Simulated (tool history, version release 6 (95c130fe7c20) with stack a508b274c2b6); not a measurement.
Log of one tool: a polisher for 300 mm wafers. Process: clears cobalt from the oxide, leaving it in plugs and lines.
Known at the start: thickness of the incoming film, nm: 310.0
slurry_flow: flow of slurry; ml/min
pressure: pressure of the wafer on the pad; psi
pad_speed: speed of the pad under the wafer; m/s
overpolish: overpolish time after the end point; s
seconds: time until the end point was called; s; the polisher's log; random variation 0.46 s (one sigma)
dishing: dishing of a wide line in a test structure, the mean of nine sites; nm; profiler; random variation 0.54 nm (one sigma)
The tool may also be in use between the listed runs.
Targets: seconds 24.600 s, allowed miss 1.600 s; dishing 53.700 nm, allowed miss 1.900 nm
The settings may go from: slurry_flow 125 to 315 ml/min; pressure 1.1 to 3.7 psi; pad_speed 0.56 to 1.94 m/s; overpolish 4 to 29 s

run	hour	slurry_flow	pressure	pad_speed	overpolish	seconds	dishing
1	0.0	205	2.4	1.24	15	46.377	44.576
2	7.7	205	2.7	1.28	14	40.078	46.465
3	12.9	205	2.7	1.28	10	39.446	40.528
4	20.1	205	3.0	1.28	10	37.038	41.998
5	25.8	205	3.2	1.36	11	32.323	45.705
6	33.9	205	3.3	1.40	11	30.314	46.887
7	40.5	205	3.4	1.44	11	28.308	48.338
8	45.1	205	3.5	1.46	11	28.019	49.431
9	51.1	205	3.6	1.48	11	26.280	48.782
10	53.0	205	3.6	1.50	12	26.037	50.928
11	58.9	205	3.6	1.52	12	25.244	50.711

4 next moves are on the table. One of them brings every result within its allowed miss. Which?
A	64.8	190	3.7	1.56	17	?	?
B	64.8	145	3.3	1.80	10	?	?
C	64.8	175	3.7	1.62	10	?	?
D	64.8	190	3.4	1.68	10	?	?

move	seconds	dishing
A	24.216	54.514
B	25.028	48.466
C	23.729	49.262
D	24.470	48.816
A: meets every target
B: further off than the last run
C: further off than the last run
D: further off than the last run
Answer: A
